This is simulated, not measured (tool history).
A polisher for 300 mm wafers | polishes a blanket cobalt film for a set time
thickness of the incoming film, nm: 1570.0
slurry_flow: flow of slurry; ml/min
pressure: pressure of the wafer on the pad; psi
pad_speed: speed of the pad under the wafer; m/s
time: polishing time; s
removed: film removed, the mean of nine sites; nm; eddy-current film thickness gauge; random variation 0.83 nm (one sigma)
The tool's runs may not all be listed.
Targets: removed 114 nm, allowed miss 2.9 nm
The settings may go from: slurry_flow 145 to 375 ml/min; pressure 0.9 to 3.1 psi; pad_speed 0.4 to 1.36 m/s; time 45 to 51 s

| run | day | slurry_flow | pressure | pad_speed | time | removed |
|---|---|---|---|---|---|---|
| 1 | 0 | 240 | 2 | 0.88 | 51 | 228.01 |
| 2 | 0.083 | 240 | 2 | 0.88 | 51 | 232.08 |
| 3 | 0.296 | 240 | 2 | 0.88 | 51 | 232.47 |
| 4 | 0.379 | 295 | 2 | 0.88 | 51 | 234.37 |
| 5 | 0.542 | 295 | 1.7 | 0.84 | 51 | 199.57 |
| 6 | 0.788 | 240 | 1.7 | 0.84 | 51 | 199.04 |
| 7 | 1.025 | 240 | 1.5 | 0.78 | 51 | 167.39 |
| 8 | 1.321 | 240 | 1.4 | 0.76 | 51 | 159.04 |
| 9 | 1.467 | 240 | 1.3 | 0.74 | 51 | 148.86 |
| 10 | 1.833 | 240 | 1.2 | 0.72 | 51 | 135.71 |
| 11 | 2.079 | 240 | 1.1 | 0.72 | 51 | 129.43 |
| 12 | 2.179 | 240 | 1 | 0.7 | 51 | 118.64 |

4 next moves are on the table. One of them brings every result within its allowed miss. Which?
| A | 2.279 | 175 | 1.2 | 0.68 | 50 | ? |
| B | 2.279 | 220 | 1.3 | 0.54 | 50 | ? |
| C | 2.279 | 245 | 1.3 | 0.58 | 51 | ? |
| D | 2.279 | 270 | 1.1 | 0.62 | 51 | ? |

| move | removed |
|---|---|
| A | 121.13 |
| B | 107.14 |
| C | 118.06 |
| D | 114.74 |
A: further off than the last run
B: takes the result that was furthest off past its target
C: nearer than the last run, and not there yet
D: meets every target
The right move is D.
